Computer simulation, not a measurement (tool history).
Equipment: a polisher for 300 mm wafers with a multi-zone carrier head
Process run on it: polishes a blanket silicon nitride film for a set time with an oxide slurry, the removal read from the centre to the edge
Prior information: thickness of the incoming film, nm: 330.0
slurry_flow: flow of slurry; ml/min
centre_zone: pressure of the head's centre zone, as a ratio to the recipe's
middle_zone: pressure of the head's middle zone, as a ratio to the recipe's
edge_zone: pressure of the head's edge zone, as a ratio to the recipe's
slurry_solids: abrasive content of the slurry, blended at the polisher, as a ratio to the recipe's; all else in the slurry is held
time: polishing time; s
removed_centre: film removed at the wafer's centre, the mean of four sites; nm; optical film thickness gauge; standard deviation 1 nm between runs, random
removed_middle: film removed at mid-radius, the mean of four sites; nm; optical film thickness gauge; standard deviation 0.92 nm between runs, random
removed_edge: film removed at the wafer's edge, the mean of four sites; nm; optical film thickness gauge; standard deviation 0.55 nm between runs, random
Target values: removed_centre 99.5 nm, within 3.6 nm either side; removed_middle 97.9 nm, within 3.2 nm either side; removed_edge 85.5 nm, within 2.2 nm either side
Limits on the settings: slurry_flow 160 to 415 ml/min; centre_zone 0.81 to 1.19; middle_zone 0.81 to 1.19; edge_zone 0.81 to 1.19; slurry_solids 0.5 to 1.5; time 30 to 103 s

run	hour	slurry_flow	centre_zone	middle_zone	edge_zone	slurry_solids	time	removed_centre	removed_middle	removed_edge
1	0	265	1	1	1	1	66	56.66	56.849	55.164
2	3	265	1	1	1	1.1	66	59.221	59.111	57.373
3	4.8	305	1	1	1	1.1	66	59.842	60.144	58.651
4	10.5	335	1	1	1	1.1	66	60.077	60.377	58.744
5	16	335	1	1	1	1.1	79	72.757	72.691	70.457
6	18.7	335	1	1	0.94	1.1	79	70.747	72.16	67.984
7	19.3	335	1.04	1.05	0.99	1.2	79	76.778	77.556	71.661
8	23.1	340	1.07	1.08	1.01	1.3	80	84.638	81.911	76.556
9	25.6	370	1.1	1.18	0.99	1.5	83	95.764	99.197	82.988
10	31.9	370	1.11	1.17	1	1.5	83	96.075	97.072	82.994

Which of these 4 next moves meets every target?
A	38.2	375	1.1	1.1	1.14	1.45	88	?	?	?
B	38.2	385	1.07	0.94	1.04	1.5	89	?	?	?
C	38.2	370	1.13	1.14	1.02	1.5	84	?	?	?
D	38.2	415	1.18	1.07	1.08	1.35	91	?	?	?

move	removed_centre	removed_middle	removed_edge
A	98.924	98.034	92.965
B	98.578	88.045	91.342
C	98.119	97.569	85.007
D	107.76	97.098	91.731
A: takes the result that was furthest off past its target
B: takes the result that was furthest off past its target
C: every result lands within tolerance
D: takes the result that was furthest off past its target
So the answer is move C, the one that meets all the targets.
